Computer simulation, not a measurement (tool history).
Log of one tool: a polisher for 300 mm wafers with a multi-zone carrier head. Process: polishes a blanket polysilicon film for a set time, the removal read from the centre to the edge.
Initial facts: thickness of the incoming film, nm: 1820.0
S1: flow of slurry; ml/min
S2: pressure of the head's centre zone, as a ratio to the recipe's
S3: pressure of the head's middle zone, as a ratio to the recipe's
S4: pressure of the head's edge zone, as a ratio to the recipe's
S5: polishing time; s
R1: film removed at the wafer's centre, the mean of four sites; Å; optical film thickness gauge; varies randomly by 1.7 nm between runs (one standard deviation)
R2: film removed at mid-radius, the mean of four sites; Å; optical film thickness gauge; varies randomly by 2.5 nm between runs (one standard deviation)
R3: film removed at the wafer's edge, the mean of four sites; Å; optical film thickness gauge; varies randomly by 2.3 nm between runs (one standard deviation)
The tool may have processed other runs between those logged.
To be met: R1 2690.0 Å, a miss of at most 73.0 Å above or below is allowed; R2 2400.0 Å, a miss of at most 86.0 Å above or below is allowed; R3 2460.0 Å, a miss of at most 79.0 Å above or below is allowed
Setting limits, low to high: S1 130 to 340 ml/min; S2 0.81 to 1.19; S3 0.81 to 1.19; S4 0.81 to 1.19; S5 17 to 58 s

run 1 hour=0.0 | S1=220 S2=1.00 S3=1.00 S4=1.00 S5=37 | R1=2372.3 R2=2098.9 R3=2092.5
run 2 hour=3.4 | S1=220 S2=1.00 S3=1.00 S4=1.08 S5=37 | R1=2321.0 R2=2090.4 R3=2218.6
run 3 hour=5.8 | S1=220 S2=1.00 S3=1.00 S4=1.12 S5=37 | R1=2337.6 R2=2114.4 R3=2257.1
run 4 hour=13.1 | S1=170 S2=1.00 S3=1.00 S4=1.12 S5=37 | R1=2221.1 R2=2045.7 R3=2177.6
run 5 hour=16.1 | S1=170 S2=1.06 S3=1.00 S4=1.12 S5=37 | R1=2352.4 R2=1999.8 R3=2147.0
-- hour=17.8 centre zone pressure recalibrated
run 6 hour=17.8 | S1=200 S2=1.06 S3=1.00 S4=1.12 S5=37 | R1=2203.8 R2=2070.7 R3=2239.2
run 7 hour=23.7 | S1=205 S2=1.03 S3=1.00 S4=1.10 S5=38 | R1=2191.1 R2=2125.7 R3=2271.3
run 8 hour=24.5 | S1=185 S2=0.97 S3=0.98 S4=1.06 S5=40 | R1=2165.4 R2=2162.7 R3=2330.5

Which of these 4 next moves meets every target?
run A hour=25.3 | S1=180 S2=0.98 S3=0.97 S4=1.07 S5=44 | R1=? R2=? R3=?
run B hour=25.3 | S1=255 S2=1.16 S3=1.06 S4=0.96 S5=43 | R1=? R2=? R3=?
run C hour=25.3 | S1=195 S2=0.83 S3=0.97 S4=1.12 S5=43 | R1=? R2=? R3=?
run D hour=25.3 | S1=230 S2=1.11 S3=1.01 S4=1.07 S5=42 | R1=? R2=? R3=?

move=A R1=2387.8 R2=2396.3 R3=2556.3
move=B R1=2907.6 R2=2601.1 R3=2447.5
move=C R1=1999.0 R2=2370.6 R3=2578.2
move=D R1=2680.6 R2=2428.2 R3=2499.1
A: closer than the last run, but not yet in spec
B: takes the result that was furthest off past its target
C: moves away from the targets compared with the last run
D: all results in spec
Correct choice: D, which meets every target
